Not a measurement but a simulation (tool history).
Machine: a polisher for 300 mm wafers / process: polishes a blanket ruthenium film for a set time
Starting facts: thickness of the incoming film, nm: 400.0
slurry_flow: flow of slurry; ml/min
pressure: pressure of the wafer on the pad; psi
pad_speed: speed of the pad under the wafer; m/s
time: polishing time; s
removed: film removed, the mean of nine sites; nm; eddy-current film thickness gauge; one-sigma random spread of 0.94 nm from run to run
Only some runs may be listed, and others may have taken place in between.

{"run": 1, "hour": 0.0, "slurry_flow": 250, "pressure": 2.8, "pad_speed": 1.12, "time": 42, "removed": 79.318}
{"run": 2, "hour": 3.2, "slurry_flow": 250, "pressure": 2.8, "pad_speed": 0.94, "time": 42, "removed": 67.077}
{"run": 3, "hour": 12.0, "slurry_flow": 250, "pressure": 2.8, "pad_speed": 0.66, "time": 42, "removed": 47.057}
{"run": 4, "hour": 19.6, "slurry_flow": 250, "pressure": 2.5, "pad_speed": 0.66, "time": 42, "removed": 44.062}
{"run": 5, "hour": 22.6, "slurry_flow": 250, "pressure": 2.5, "pad_speed": 0.5, "time": 42, "removed": 33.376}
{"run": 6, "hour": 26.1, "slurry_flow": 250, "pressure": 3.0, "pad_speed": 0.5, "time": 42, "removed": 39.48}
{"run": 7, "hour": 34.6, "slurry_flow": 255, "pressure": 3.4, "pad_speed": 0.62, "time": 42, "removed": 53.905}
{"run": 8, "hour": 35.5, "slurry_flow": 275, "pressure": 4.2, "pad_speed": 0.76, "time": 42, "removed": 77.922}

The next listed run, before its measurement:
{"run": 9, "hour": 36.4, "slurry_flow": 280, "pressure": 4.4, "pad_speed": 0.94, "time": 42, "removed": "?"}

Logged for run 9: removed 98.811 nm.
